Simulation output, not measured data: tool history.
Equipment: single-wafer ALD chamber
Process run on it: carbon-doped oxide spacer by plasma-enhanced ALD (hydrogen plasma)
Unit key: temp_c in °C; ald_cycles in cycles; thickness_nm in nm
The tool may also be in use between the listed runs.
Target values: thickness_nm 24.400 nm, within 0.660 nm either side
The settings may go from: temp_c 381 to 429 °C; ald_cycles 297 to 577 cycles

run  hour  temp_c  ald_cycles  thickness_nm
  1   0.0     405         437        20.971
  2   6.3     405         376        18.127
  3  15.3     403         402        19.527
  4  21.1     395         402        19.590
  5  26.3     395         357        17.444
  6  27.8     390         357        17.368
  7  37.6     390         386        18.830
  8  42.2     390         408        19.915
  9  47.8     390         426        20.756
 10  50.0     390         426        20.824
 11  57.2     390         440        21.424

Exercise: of the 4 proposed moves below, exactly one satisfies all targets within the stated allowed misses. Which move is it?
  A  64.4     397         474             ?
  B  64.4     396         500             ?
  C  64.4     397         466             ?
  D  64.4     398         464             ?

move  thickness_nm
   A        23.206
   B        24.479
   C        22.814
   D        22.717
A: an improvement on the last run, though not all results are within tolerance
B: every result lands within tolerance
C: an improvement on the last run, though not all results are within tolerance
D: an improvement on the last run, though not all results are within tolerance
B is the move that brings every result within its allowed miss.

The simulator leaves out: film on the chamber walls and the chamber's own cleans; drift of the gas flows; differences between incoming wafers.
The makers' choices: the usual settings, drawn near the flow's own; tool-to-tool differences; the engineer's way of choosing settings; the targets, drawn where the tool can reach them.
